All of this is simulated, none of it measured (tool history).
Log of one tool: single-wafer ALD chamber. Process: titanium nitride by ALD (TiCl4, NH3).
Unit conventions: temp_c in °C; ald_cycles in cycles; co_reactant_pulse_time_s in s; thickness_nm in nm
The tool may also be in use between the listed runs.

run	day	temp_c	ald_cycles	co_reactant_pulse_time_s	thickness_nm
1	0	410	107	2.83	2.6436
2	0.375	410	107	2.53	2.6099
3	0.529	410	107	2.53	2.6352
4	0.704	410	110	2.53	2.6959
5	0.788	410	110	3.13	2.715
6	1.138	410	110	2.84	2.7168
7	1.471	406	110	2.54	2.6846

Estimate the outcome of run 8 from the log above:
8	1.667	403	110	2.29	?

{"run 8": {"thickness_nm": 2.7005}}
